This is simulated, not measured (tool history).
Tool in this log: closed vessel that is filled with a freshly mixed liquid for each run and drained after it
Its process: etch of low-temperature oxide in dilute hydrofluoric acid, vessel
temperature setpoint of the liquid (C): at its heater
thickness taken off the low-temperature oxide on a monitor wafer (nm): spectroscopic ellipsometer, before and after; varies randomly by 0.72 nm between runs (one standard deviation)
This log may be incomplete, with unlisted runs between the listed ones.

run	day	temperature setpoint of the liquid (C)	parts of water to one part of 49 % hydrofluoric acid (parts by volume)	time in the liquid (s)	thickness taken off the low-temperature oxide on a monitor wafer (nm)
1	0.000	21.0	160	335	22.276
2	0.171	21.0	160	360	24.431
3	0.412	23.5	115	360	39.132
4	0.725	23.5	115	360	39.098
5	1.062	25.5	90	360	56.071
6	1.246	25.5	125	360	38.632
7	1.408	26.5	100	360	50.465
8	1.529	27.5	80	360	68.517

The next listed run, before its measurement:
9	1.833	28.0	75	360	?

thickness taken off the low-temperature oxide on a monitor wafer (nm): 74.616
